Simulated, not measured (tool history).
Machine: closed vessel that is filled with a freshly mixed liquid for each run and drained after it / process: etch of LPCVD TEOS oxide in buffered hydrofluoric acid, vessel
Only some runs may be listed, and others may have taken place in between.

| run | hour | temperature setpoint of the liquid (°C) | parts of 40 % ammonium fluoride to one part of 49 % hydrofluoric acid (parts by volume) | time in the liquid (s) | thickness taken off the LPCVD TEOS oxide on a monitor wafer (angstrom) |
|---|---|---|---|---|---|
| 1 | 0.0 | 23.0 | 22.5 | 95 | 1274.1 |
| 2 | 1.2 | 23.0 | 19.5 | 95 | 1448.6 |
| 3 | 6.7 | 23.0 | 13.0 | 95 | 2152.2 |
| 4 | 8.5 | 21.5 | 13.0 | 95 | 1969.7 |
| 5 | 16.6 | 21.5 | 13.0 | 95 | 1968.3 |
| 6 | 20.3 | 21.5 | 13.0 | 95 | 1973.2 |
| 7 | 22.6 | 20.0 | 13.0 | 95 | 1792.0 |
| 8 | 27.4 | 19.5 | 13.0 | 95 | 1755.1 |
| 9 | 30.4 | 19.0 | 13.0 | 95 | 1696.1 |
| 10 | 33.0 | 18.5 | 13.0 | 95 | 1661.3 |

Run 11 has not been measured yet. What should we expect?
| 11 | 36.8 | 18.0 | 13.0 | 95 | ? |

{"run 11": {"thickness taken off the LPCVD TEOS oxide on a monitor wafer (angstrom)": 1636.4}}
